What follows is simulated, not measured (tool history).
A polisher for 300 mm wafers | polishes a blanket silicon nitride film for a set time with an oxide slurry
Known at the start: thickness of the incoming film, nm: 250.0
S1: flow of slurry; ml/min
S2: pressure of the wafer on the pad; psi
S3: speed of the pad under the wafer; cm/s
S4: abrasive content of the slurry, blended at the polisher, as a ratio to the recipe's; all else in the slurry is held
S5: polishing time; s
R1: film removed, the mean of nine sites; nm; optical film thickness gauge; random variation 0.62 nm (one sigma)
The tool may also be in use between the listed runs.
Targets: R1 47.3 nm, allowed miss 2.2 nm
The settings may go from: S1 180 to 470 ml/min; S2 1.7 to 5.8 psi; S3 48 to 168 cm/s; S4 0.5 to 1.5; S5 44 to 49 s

| run | hour | S1 | S2 | S3 | S4 | S5 | R1 |
|---|---|---|---|---|---|---|---|
| 1 | 0 | 300 | 3.7 | 108 | 1 | 49 | 29.632 |
| 2 | 1.4 | 300 | 3.7 | 84 | 1 | 49 | 24.637 |
| 3 | 8.3 | 300 | 4.2 | 88 | 1 | 49 | 29.194 |
| 4 | 10.5 | 300 | 4.2 | 88 | 1.2 | 49 | 32.231 |
| 5 | 13.8 | 300 | 4.5 | 88 | 1.2 | 49 | 34.035 |
| 6 | 21.5 | 300 | 4.5 | 88 | 1.1 | 49 | 32.205 |
| 7 | 30.1 | 300 | 4.8 | 92 | 1.1 | 49 | 36.421 |
| 8 | 34.5 | 300 | 5 | 92 | 1.1 | 49 | 36.692 |
| 9 | 35.9 | 300 | 5.2 | 96 | 1.1 | 49 | 39.908 |
| 10 | 44.7 | 300 | 5.3 | 98 | 1.1 | 49 | 42.435 |

4 next moves are on the table. One of them brings every result within its allowed miss. Which?
| A | 53.5 | 280 | 5.5 | 94 | 1.15 | 49 | ? |
| B | 53.5 | 290 | 5.6 | 100 | 1 | 49 | ? |
| C | 53.5 | 265 | 5 | 104 | 1.45 | 49 | ? |
| D | 53.5 | 230 | 5.8 | 100 | 1.05 | 49 | ? |

| move | R1 |
|---|---|
| A | 41.707 |
| B | 41.294 |
| C | 45.741 |
| D | 42.927 |
A: further off than the last run
B: further off than the last run
C: meets every target
D: nearer than the last run, and not there yet
Answer: C
